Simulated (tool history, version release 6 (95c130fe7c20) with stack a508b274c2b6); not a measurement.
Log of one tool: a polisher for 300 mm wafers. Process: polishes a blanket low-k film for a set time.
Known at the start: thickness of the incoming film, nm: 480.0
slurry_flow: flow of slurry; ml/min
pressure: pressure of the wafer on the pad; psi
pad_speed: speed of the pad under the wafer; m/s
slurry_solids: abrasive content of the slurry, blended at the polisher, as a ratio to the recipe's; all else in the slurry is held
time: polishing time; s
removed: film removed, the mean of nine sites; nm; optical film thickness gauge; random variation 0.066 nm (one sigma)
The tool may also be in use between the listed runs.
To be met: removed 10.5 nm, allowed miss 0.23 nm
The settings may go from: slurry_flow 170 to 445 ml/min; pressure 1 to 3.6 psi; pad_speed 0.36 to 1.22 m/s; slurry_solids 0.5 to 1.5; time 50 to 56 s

{"run": 1, "hour": 0.0, "slurry_flow": 285, "pressure": 2.3, "pad_speed": 0.78, "slurry_solids": 1, "time": 56, "removed": 19.234}
{"run": 2, "hour": 2.8, "slurry_flow": 280, "pressure": 2, "pad_speed": 0.78, "slurry_solids": 1, "time": 56, "removed": 17.405}
{"run": 3, "hour": 3.6, "slurry_flow": 280, "pressure": 1.8, "pad_speed": 0.76, "slurry_solids": 1, "time": 56, "removed": 16.175}
{"run": 4, "hour": 11.7, "slurry_flow": 280, "pressure": 2.1, "pad_speed": 0.76, "slurry_solids": 1, "time": 56, "removed": 17.74}
{"run": 5, "hour": 20.6, "slurry_flow": 280, "pressure": 1.9, "pad_speed": 0.72, "slurry_solids": 1, "time": 56, "removed": 15.893}
{"run": 6, "hour": 26.2, "slurry_flow": 280, "pressure": 1.7, "pad_speed": 0.7, "slurry_solids": 1, "time": 56, "removed": 14.495}
{"run": 7, "hour": 32.4, "slurry_flow": 280, "pressure": 1.6, "pad_speed": 0.68, "slurry_solids": 1, "time": 56, "removed": 14.015}
{"run": 8, "hour": 37.8, "slurry_flow": 275, "pressure": 1.5, "pad_speed": 0.66, "slurry_solids": 1, "time": 56, "removed": 13.031}
{"run": 9, "hour": 42.8, "slurry_flow": 270, "pressure": 1.4, "pad_speed": 0.66, "slurry_solids": 1, "time": 56, "removed": 12.456}
{"run": 10, "hour": 44.9, "slurry_flow": 260, "pressure": 1.3, "pad_speed": 0.66, "slurry_solids": 1, "time": 56, "removed": 12.051}
{"run": 11, "hour": 46.3, "slurry_flow": 255, "pressure": 1.2, "pad_speed": 0.66, "slurry_solids": 1, "time": 56, "removed": 11.451}
{"run": 12, "hour": 52.0, "slurry_flow": 245, "pressure": 1.2, "pad_speed": 0.66, "slurry_solids": 1, "time": 56, "removed": 11.446}
{"run": 13, "hour": 53.5, "slurry_flow": 235, "pressure": 1.2, "pad_speed": 0.66, "slurry_solids": 1, "time": 56, "removed": 11.466}
{"run": 14, "hour": 60.6, "slurry_flow": 230, "pressure": 1.2, "pad_speed": 0.66, "slurry_solids": 1, "time": 56, "removed": 11.38}

4 next moves are on the table. One of them brings every result within its allowed miss. Which?
{"run": "A", "hour": 67.7, "slurry_flow": 185, "pressure": 1.6, "pad_speed": 0.64, "slurry_solids": 0.75, "time": 56, "removed": "?"}
{"run": "B", "hour": 67.7, "slurry_flow": 205, "pressure": 1.3, "pad_speed": 0.72, "slurry_solids": 1, "time": 56, "removed": "?"}
{"run": "C", "hour": 67.7, "slurry_flow": 255, "pressure": 1.4, "pad_speed": 0.54, "slurry_solids": 1.1, "time": 50, "removed": "?"}
{"run": "D", "hour": 67.7, "slurry_flow": 185, "pressure": 1.1, "pad_speed": 0.7, "slurry_solids": 1.05, "time": 52, "removed": "?"}

move=A removed=10.986
move=B removed=12.46
move=C removed=9.8138
move=D removed=10.482
A: nearer than the last run, and not there yet
B: further off than the last run
C: takes the result that was furthest off past its target
D: meets every target
Answer: D
